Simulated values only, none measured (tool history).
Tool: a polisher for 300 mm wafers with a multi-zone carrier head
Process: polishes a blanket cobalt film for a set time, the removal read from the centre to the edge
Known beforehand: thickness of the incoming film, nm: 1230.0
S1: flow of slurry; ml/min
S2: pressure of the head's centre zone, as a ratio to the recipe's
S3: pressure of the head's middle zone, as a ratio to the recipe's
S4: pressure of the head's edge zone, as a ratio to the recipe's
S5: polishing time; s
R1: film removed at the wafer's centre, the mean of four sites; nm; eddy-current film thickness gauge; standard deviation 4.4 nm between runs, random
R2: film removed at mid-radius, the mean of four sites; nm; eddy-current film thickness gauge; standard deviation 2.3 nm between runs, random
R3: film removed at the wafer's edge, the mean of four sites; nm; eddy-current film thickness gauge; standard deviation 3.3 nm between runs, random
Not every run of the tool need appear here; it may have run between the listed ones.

run,hour,S1,S2,S3,S4,S5,R1,R2,R3
1,0,125,1,1,1,73,389.78,398.77,385.97
2,7.8,125,1.06,1,1,73,424.14,391.81,389.53
3,12.3,125,1.06,1,1.05,73,410.22,388.62,394.34
4,17.9,125,1.06,1,1.13,73,406.5,400.15,411.14
5,26.3,125,1.06,1,1.06,73,406.73,396.75,401.19
6,28.2,125,1.06,1,1.13,73,411.45,394.73,406.75

The next listed run, before its measurement:
7,32.7,130,1.09,1.02,1.05,65,?,?,?

Run 7 gave R1 385.23 nm, R2 360.36 nm, R3 349.87 nm.

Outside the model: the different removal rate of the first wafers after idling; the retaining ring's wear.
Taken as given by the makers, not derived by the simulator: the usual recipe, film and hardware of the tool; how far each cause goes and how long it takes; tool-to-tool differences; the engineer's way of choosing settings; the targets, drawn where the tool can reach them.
